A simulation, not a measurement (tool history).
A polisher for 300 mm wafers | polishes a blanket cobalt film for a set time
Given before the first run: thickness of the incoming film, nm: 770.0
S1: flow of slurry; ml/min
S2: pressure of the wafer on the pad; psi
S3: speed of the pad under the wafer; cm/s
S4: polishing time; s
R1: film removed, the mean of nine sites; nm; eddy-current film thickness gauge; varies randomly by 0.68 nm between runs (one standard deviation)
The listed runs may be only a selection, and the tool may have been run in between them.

Run 1, hour 0: S1 225 ml/min, S2 1.4 psi, S3 120 cm/s, S4 44 s. Result: R1 176.75 nm.
Run 2, hour 2.2: S1 225 ml/min, S2 1.3 psi, S3 120 cm/s, S4 44 s. Result: R1 163.91 nm.
Run 3, hour 4.8: S1 225 ml/min, S2 1.2 psi, S3 120 cm/s, S4 44 s. Result: R1 151.39 nm.
Run 4, hour 7.1: S1 225 ml/min, S2 1.1 psi, S3 120 cm/s, S4 44 s. Result: R1 140.08 nm.
Run 5, hour 10.1: S1 225 ml/min, S2 1.1 psi, S3 120 cm/s, S4 40 s. Result: R1 125.64 nm.
Run 6, hour 15.2: S1 215 ml/min, S2 1 psi, S3 120 cm/s, S4 40 s. Result: R1 114.95 nm.

Expected results for the next run?
Run 7, hour 17.2: S1 210 ml/min, S2 1 psi, S3 120 cm/s, S4 40 s. Result: R1 ?.

{"run 7": {"R1": 114.52}}

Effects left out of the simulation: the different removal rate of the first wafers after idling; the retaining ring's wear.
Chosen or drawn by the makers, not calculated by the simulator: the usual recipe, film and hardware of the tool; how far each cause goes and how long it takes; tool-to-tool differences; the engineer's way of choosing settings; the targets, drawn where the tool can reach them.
